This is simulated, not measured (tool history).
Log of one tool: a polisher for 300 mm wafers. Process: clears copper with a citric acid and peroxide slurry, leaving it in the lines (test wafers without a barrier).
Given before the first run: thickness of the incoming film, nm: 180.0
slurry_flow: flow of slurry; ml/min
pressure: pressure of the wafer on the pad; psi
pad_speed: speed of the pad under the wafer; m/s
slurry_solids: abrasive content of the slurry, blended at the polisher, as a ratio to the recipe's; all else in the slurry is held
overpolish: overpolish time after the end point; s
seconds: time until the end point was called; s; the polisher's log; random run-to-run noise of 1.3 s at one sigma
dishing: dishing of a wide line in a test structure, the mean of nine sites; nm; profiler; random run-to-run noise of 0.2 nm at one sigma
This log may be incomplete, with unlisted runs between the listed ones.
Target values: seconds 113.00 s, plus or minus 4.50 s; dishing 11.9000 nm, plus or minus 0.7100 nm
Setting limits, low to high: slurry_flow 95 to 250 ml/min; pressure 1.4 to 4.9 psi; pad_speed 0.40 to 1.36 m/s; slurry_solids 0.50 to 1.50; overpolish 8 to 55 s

run,hour,slurry_flow,pressure,pad_speed,slurry_solids,overpolish,seconds,dishing
1,0.0,160,3.1,0.88,1.00,28,104.61,38.1070
2,6.7,175,3.1,0.88,1.00,28,103.53,37.7770
3,11.3,160,3.1,0.88,1.00,28,103.05,37.5410
4,13.8,145,2.8,0.92,1.00,23,107.71,29.5640
5,17.1,130,2.4,1.00,0.90,19,111.42,24.5520
6,20.3,120,2.1,1.04,0.95,16,113.05,19.7780
7,22.0,115,1.9,1.06,1.05,14,120.06,17.8190
8,29.3,160,1.6,1.02,0.80,8,130.62,9.1442
9,36.2,155,1.7,1.02,0.80,8,127.95,9.3136
10,43.3,150,1.8,1.02,0.80,8,123.14,9.8204
# hour 51.3: head pressure recalibrated
11,51.3,145,1.9,1.02,0.80,8,130.72,9.2035
12,57.0,190,2.0,1.02,0.80,12,123.47,13.9720
13,61.3,180,2.1,1.02,0.75,11,122.61,13.4040
14,67.4,165,2.1,1.02,0.80,10,123.38,12.1470
15,76.0,165,2.1,1.02,0.80,10,123.03,12.0810
16,83.1,180,2.3,1.04,0.80,8,114.38,10.7540

Which of these 4 next moves meets every target?
A,90.2,200,2.0,1.02,0.95,11,?,?
B,90.2,200,2.4,0.92,0.75,9,?,?
C,90.2,160,3.3,0.84,0.70,8,?,?
D,90.2,180,2.2,1.12,0.50,9,?,?

move,seconds,dishing
A,120.50,13.9200
B,125.27,11.0710
C,118.44,10.4490
D,114.70,12.0460
A: the result that was furthest off in the last run now lies on the other side of its target
B: lands further from the targets than the last run did
C: lands further from the targets than the last run did
D: hits every target within its allowed miss
The move that meets every target is D.
